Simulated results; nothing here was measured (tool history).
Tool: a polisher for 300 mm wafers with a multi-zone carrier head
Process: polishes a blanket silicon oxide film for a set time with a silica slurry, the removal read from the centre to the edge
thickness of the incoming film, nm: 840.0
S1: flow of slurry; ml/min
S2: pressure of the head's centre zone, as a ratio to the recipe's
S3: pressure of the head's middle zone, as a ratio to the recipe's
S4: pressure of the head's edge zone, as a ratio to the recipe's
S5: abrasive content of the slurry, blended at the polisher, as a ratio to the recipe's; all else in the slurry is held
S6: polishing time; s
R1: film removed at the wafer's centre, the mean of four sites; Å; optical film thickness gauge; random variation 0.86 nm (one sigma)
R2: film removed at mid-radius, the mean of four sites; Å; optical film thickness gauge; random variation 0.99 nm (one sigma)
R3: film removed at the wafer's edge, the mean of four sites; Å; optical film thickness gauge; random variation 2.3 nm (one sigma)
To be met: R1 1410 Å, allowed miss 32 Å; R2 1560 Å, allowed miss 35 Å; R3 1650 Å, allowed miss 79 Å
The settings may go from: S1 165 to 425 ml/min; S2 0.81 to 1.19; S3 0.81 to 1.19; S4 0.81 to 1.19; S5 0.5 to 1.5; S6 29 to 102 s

{"run": 1, "day": 0.0, "S1": 275, "S2": 1, "S3": 1, "S4": 1, "S5": 1, "S6": 65, "R1": 2540.8, "R2": 2655.1, "R3": 2718.5}
{"run": 2, "day": 0.221, "S1": 275, "S2": 1, "S3": 1, "S4": 0.96, "S5": 1, "S6": 65, "R1": 2569.9, "R2": 2656.8, "R3": 2699.5}
{"run": 3, "day": 0.458, "S1": 270, "S2": 0.96, "S3": 0.98, "S4": 0.93, "S5": 0.85, "S6": 61, "R1": 2192.7, "R2": 2334.8, "R3": 2344.6}
{"run": 4, "day": 0.504, "S1": 260, "S2": 0.93, "S3": 0.95, "S4": 0.92, "S5": 0.75, "S6": 58, "R1": 1925.7, "R2": 2110.6, "R3": 2198.2}
{"run": 5, "day": 0.6, "S1": 260, "S2": 0.93, "S3": 0.95, "S4": 0.88, "S5": 0.75, "S6": 58, "R1": 1929.7, "R2": 2103.8, "R3": 2106.5}
{"run": 6, "day": 0.938, "S1": 260, "S2": 0.93, "S3": 0.95, "S4": 0.88, "S5": 0.95, "S6": 58, "R1": 2069.5, "R2": 2253.2, "R3": 2248.7}
{"run": 7, "day": 1.154, "S1": 255, "S2": 0.91, "S3": 0.92, "S4": 0.86, "S5": 0.85, "S6": 56, "R1": 1890.5, "R2": 2082.9, "R3": 2049.6}
{"run": 8, "day": 1.367, "S1": 245, "S2": 0.9, "S3": 0.89, "S4": 0.86, "S5": 0.75, "S6": 55, "R1": 1763.6, "R2": 1888, "R3": 1949.2}
{"run": 9, "day": 1.633, "S1": 235, "S2": 0.88, "S3": 0.87, "S4": 0.85, "S5": 0.7, "S6": 54, "R1": 1631.2, "R2": 1768.8, "R3": 1871.5}
{"run": 10, "day": 1.788, "S1": 235, "S2": 0.87, "S3": 0.86, "S4": 0.84, "S5": 0.65, "S6": 54, "R1": 1596.6, "R2": 1724.2, "R3": 1854.7}
{"run": 11, "day": 2.071, "S1": 235, "S2": 0.87, "S3": 0.86, "S4": 0.83, "S5": 0.6, "S6": 53, "R1": 1523.2, "R2": 1659.7, "R3": 1793.4}

4 next moves are on the table. One of them brings every result within its allowed miss. Which?
{"run": "A", "day": 2.354, "S1": 245, "S2": 0.87, "S3": 0.89, "S4": 0.88, "S5": 0.55, "S6": 50, "R1": "?", "R2": "?", "R3": "?"}
{"run": "B", "day": 2.354, "S1": 295, "S2": 0.97, "S3": 0.81, "S4": 0.82, "S5": 0.65, "S6": 50, "R1": "?", "R2": "?", "R3": "?"}
{"run": "C", "day": 2.354, "S1": 255, "S2": 0.89, "S3": 1.09, "S4": 0.81, "S5": 0.8, "S6": 43, "R1": "?", "R2": "?", "R3": "?"}
{"run": "D", "day": 2.354, "S1": 210, "S2": 0.97, "S3": 0.89, "S4": 0.81, "S5": 0.65, "S6": 51, "R1": "?", "R2": "?", "R3": "?"}

move=A R1=1400.5 R2=1565.8 R3=1626.8
move=B R1=1682 R2=1574.1 R3=1684
move=C R1=1386 R2=1749 R3=1508.1
move=D R1=1633.2 R2=1638.2 R3=1650.4
A: meets every target
B: further off than the last run
C: brings the result that was furthest off to its target, and leaves another outside
D: further off than the last run
Answer: A

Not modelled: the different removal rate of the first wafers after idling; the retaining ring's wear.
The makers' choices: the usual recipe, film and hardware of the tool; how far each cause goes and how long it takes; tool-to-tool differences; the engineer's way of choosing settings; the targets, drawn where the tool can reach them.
